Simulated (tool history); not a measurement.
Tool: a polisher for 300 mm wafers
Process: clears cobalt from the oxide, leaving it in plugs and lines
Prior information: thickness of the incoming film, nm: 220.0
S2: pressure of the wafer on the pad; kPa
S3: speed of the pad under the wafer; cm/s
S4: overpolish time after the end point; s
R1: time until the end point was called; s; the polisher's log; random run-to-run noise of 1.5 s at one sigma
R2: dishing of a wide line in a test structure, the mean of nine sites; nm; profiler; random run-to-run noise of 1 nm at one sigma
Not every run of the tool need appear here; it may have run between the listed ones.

run 1 hour=0.0 | flow_of_slurry_(ml/min)=225 S2=9.0 S3=110 S4=18 | R1=60.183 R2=45.330
run 2 hour=3.7 | flow_of_slurry_(ml/min)=225 S2=9.0 S3=110 S4=11 | R1=59.543 R2=32.810
run 3 hour=5.5 | flow_of_slurry_(ml/min)=225 S2=9.0 S3=110 S4=5 | R1=60.375 R2=17.550
run 4 hour=8.5 | flow_of_slurry_(ml/min)=225 S2=9.0 S3=110 S4=9 | R1=59.578 R2=28.727
run 5 hour=11.2 | flow_of_slurry_(ml/min)=225 S2=8.3 S3=110 S4=10 | R1=63.533 R2=28.373
run 6 hour=14.5 | flow_of_slurry_(ml/min)=225 S2=7.6 S3=110 S4=11 | R1=70.389 R2=29.396
run 7 hour=19.0 | flow_of_slurry_(ml/min)=225 S2=7.6 S3=110 S4=12 | R1=69.693 R2=31.576
run 8 hour=23.2 | flow_of_slurry_(ml/min)=225 S2=6.9 S3=110 S4=13 | R1=79.210 R2=29.431
run 9 hour=31.9 | flow_of_slurry_(ml/min)=225 S2=6.9 S3=110 S4=14 | R1=76.599 R2=32.708
run 10 hour=39.8 | flow_of_slurry_(ml/min)=225 S2=6.9 S3=110 S4=15 | R1=78.286 R2=34.625

Forecast run 11:
run 11 hour=40.9 | flow_of_slurry_(ml/min)=225 S2=6.9 S3=110 S4=16 | R1=? R2=?

{"run 11": {"R1": 78.356, "R2": 36.035}}
